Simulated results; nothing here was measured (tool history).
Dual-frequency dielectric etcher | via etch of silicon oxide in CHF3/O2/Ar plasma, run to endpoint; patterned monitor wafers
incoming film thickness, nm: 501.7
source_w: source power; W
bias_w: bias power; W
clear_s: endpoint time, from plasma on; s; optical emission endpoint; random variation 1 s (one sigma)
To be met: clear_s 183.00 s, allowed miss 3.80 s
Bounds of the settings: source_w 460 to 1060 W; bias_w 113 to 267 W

| run | hour | source_w | bias_w | clear_s |
|---|---|---|---|---|
| 1 | 0.0 | 760 | 190 | 211.77 |
| 2 | 3.9 | 650 | 190 | 225.19 |
| 3 | 10.4 | 600 | 190 | 232.74 |
| 4 | 14.2 | 530 | 190 | 242.39 |
| 5 | 20.7 | 640 | 195 | 220.78 |
| 6 | 26.9 | 570 | 195 | 234.13 |
| 7 | 34.7 | 660 | 199 | 219.99 |
| 8 | 38.6 | 730 | 202 | 208.57 |
| 9 | 39.6 | 780 | 204 | 203.85 |
| 10 | 47.4 | 820 | 206 | 199.77 |
| 11 | 51.2 | 860 | 208 | 194.48 |
| 12 | 58.7 | 880 | 209 | 194.17 |

Which of these 5 next moves meets every target?
| A | 66.2 | 1020 | 222 | ? |
| B | 66.2 | 770 | 184 | ? |
| C | 66.2 | 1040 | 225 | ? |
| D | 66.2 | 1040 | 203 | ? |
| E | 66.2 | 1010 | 230 | ? |

| move | clear_s |
|---|---|
| A | 177.65 |
| B | 213.77 |
| C | 175.38 |
| D | 182.90 |
| E | 175.75 |
A: takes the result that was furthest off past its target
B: further off than the last run
C: takes the result that was furthest off past its target
D: meets every target
E: takes the result that was furthest off past its target
Answer: D
